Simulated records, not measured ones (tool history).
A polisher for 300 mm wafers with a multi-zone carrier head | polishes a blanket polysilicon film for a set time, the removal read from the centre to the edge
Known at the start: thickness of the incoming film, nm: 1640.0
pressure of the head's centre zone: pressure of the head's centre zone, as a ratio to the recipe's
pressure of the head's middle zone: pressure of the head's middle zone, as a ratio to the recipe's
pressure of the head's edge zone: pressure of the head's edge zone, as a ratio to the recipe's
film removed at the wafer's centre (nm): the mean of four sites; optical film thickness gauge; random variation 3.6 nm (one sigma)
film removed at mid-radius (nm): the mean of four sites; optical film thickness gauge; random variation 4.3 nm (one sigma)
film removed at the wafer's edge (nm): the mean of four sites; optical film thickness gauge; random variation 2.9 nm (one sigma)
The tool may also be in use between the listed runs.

run,day,flow of slurry (ml/min),pressure of the head's centre zone,pressure of the head's middle zone,pressure of the head's edge zone,polishing time (s),film removed at the wafer's centre (nm),film removed at mid-radius (nm),film removed at the wafer's edge (nm)
1,0.000,160,1.00,1.00,1.00,67,368.16,369.54,369.07
2,0.188,160,1.00,1.00,1.00,77,423.33,424.69,418.12
3,0.554,155,0.98,1.02,0.99,77,408.21,428.88,416.63
4,0.833,155,0.98,1.02,0.94,77,416.17,437.05,405.64
5,1.183,155,0.98,1.02,0.94,84,444.44,462.03,449.21
6,1.421,145,0.96,1.02,0.91,83,424.75,458.09,423.26
7,1.529,135,0.95,1.02,0.91,83,418.82,458.42,425.41

Forecast run 8:
8,1.742,130,0.94,1.01,0.90,83,?,?,?

{"run 8": {"film removed at the wafer's centre (nm)": 408.09, "film removed at mid-radius (nm)": 435.66, "film removed at the wafer's edge (nm)": 424.68}}

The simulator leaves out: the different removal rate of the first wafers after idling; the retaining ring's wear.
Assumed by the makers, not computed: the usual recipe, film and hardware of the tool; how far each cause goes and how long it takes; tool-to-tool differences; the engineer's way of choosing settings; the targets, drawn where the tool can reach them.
